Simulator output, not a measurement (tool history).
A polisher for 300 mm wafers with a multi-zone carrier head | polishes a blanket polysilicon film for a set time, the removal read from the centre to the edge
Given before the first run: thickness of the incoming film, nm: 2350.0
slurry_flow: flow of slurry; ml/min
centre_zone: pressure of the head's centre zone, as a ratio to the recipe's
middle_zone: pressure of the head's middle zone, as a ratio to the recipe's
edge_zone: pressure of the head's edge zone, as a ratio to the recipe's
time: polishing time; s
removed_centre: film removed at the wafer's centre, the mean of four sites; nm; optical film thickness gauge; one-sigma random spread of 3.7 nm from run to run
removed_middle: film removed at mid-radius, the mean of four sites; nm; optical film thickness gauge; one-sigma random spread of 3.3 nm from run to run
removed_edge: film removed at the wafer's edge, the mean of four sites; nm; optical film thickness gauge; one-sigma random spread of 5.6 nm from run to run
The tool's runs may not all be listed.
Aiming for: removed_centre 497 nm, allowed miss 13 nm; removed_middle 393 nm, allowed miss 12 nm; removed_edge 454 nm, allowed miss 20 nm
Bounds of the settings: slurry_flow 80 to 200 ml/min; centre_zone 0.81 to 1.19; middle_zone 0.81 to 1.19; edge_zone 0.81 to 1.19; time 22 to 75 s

run,hour,slurry_flow,centre_zone,middle_zone,edge_zone,time,removed_centre,removed_middle,removed_edge
1,0,130,1,1,1,48,338.94,340.66,348.25
2,3.4,115,1,1,1,48,329.55,330.84,334.77
3,11.1,130,1.03,0.99,1.02,49,358.17,341.62,351.24
4,11.7,130,1.03,0.99,1.09,49,357.16,344.16,367.53
5,19.9,150,1.03,0.99,1.09,49,364.84,351.64,371.09
6,21.9,150,1.03,1.05,1.09,49,364.6,368.86,371.42
7,22.8,155,1.05,1.03,1.11,50,390.61,366.03,385.24
8,29.6,160,1.06,1.02,1.12,51,398.71,380.21,392.99
9,35.5,160,1.08,1,1.13,52,414.62,380.07,405
10,39.2,165,1.1,0.99,1.14,53,432.51,386.01,428.11
11,42.1,170,1.12,0.98,1.13,53,441.34,381.98,420.12
12,46.8,170,1.12,0.98,1.13,53,442.82,384.73,420.37
13,48.6,175,1.13,0.97,1.14,53,441.58,382.15,423.09
14,49.5,175,1.14,0.96,1.14,54,459.01,380.51,424.8
15,53.4,175,1.15,0.96,1.15,54,466.64,389.12,429.44
16,59,175,1.15,0.95,1.16,54,457.86,383.47,439.1
17,62.4,180,1.16,0.95,1.16,54,471.72,385.86,424.55
18,66.4,175,1.16,0.94,1.16,55,485.43,387.81,437.13
19,73.1,175,1.16,0.94,1.17,55,484.43,383.01,449.75

Which of these 4 next moves meets every target?
A,79.8,195,1.15,0.91,1.12,56,?,?,?
B,79.8,175,1.16,0.86,1.19,57,?,?,?
C,79.8,170,1.08,0.84,1.18,57,?,?,?
D,79.8,110,1.19,0.86,1.15,61,?,?,?

move,removed_centre,removed_middle,removed_edge
A,491.12,393.02,446.62
B,495.2,375.72,464.01
C,458.44,367.05,460.59
D,493.85,369.46,459.47
A: in spec on every target
B: the worst result of the last run now meets its target, but another is out of spec
C: moves away from the targets compared with the last run
D: the worst result of the last run now meets its target, but another is out of spec
Move A is the one to make.

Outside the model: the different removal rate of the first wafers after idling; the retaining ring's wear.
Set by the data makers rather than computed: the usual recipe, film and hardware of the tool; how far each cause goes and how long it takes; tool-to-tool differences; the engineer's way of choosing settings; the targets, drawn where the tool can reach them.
